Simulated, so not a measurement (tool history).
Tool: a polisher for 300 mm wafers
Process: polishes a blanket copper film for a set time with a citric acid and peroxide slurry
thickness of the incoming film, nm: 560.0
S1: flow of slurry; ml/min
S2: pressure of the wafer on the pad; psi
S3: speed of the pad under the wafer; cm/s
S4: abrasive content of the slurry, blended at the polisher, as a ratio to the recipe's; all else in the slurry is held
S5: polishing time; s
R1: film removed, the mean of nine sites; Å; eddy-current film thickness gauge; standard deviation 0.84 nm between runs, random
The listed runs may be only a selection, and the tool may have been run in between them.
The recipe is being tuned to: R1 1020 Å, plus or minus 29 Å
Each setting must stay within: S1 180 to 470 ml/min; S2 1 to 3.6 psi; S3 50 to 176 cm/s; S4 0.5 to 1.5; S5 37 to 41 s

run	hour	S1	S2	S3	S4	S5	R1
1	0	300	2.3	112	1	41	693.62
2	7	300	2.6	112	1	41	787.89
3	13.4	300	2.8	112	1	41	858.13
4	17.7	225	2.8	112	1	41	826.04
5	25.4	180	2.8	112	1	41	805.01
6	33.9	180	2.5	112	1	41	731.89
7	42.4	180	2.8	112	1	41	822.13
8	44.8	180	3	112	1	41	880.86
9	45.5	185	3.1	112	1	41	908.58
10	48.7	190	3.2	112	1	41	931.89
11	52.9	195	3.3	112	1	41	967.07

4 candidate next runs follow, results not yet known. Just one meets every target within its allowed miss. Identify it.
A	57.1	185	3.4	118	0.85	41	?
B	57.1	195	3.5	104	0.9	37	?
C	57.1	205	3.2	116	0.95	39	?
D	57.1	200	3.3	116	1	38	?

move	R1
A	1016.8
B	848.7
C	919.17
D	929.59
A: all results land within tolerance of their targets
B: misses by more than the last run did
C: misses by more than the last run did
D: misses by more than the last run did
The move that meets every target is A.

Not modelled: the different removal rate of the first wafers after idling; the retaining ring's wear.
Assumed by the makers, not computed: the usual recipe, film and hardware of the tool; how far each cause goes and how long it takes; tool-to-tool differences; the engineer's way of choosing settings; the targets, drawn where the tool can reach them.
